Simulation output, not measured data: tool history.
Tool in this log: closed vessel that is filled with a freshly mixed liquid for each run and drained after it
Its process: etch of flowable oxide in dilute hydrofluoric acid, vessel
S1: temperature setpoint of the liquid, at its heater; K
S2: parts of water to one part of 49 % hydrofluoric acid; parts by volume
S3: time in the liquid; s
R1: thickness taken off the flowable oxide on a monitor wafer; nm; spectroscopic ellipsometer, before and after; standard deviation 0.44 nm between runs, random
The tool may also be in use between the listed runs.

Run 1, hour 0.0: S1 297.15 K, S2 115 parts by volume, S3 200 s. Result: R1 82.254 nm.
Run 2, hour 7.2: S1 298.15 K, S2 110 parts by volume, S3 200 s. Result: R1 90.256 nm.
Run 3, hour 15.4: S1 299.15 K, S2 105 parts by volume, S3 200 s. Result: R1 98.375 nm.
Run 4, hour 18.1: S1 300.15 K, S2 105 parts by volume, S3 200 s. Result: R1 102.120 nm.
Run 5, hour 19.4: S1 301.15 K, S2 105 parts by volume, S3 200 s. Result: R1 106.530 nm.
Run 6, hour 23.0: S1 301.15 K, S2 105 parts by volume, S3 200 s. Result: R1 106.040 nm.
Run 7, hour 31.3: S1 301.65 K, S2 105 parts by volume, S3 200 s. Result: R1 108.270 nm.
Run 8, hour 37.3: S1 302.15 K, S2 105 parts by volume, S3 200 s. Result: R1 110.470 nm.
Run 9, hour 41.3: S1 302.65 K, S2 105 parts by volume, S3 200 s. Result: R1 112.820 nm.
Run 10, hour 44.0: S1 303.15 K, S2 105 parts by volume, S3 200 s. Result: R1 114.800 nm.
Run 11, hour 49.5: S1 305.15 K, S2 90 parts by volume, S3 200 s. Result: R1 147.430 nm.

Run 12 has not been measured yet. What should we expect?
Run 12, hour 57.2: S1 305.15 K, S2 90 parts by volume, S3 200 s. Result: R1 ?.

R1: 148.230 nm
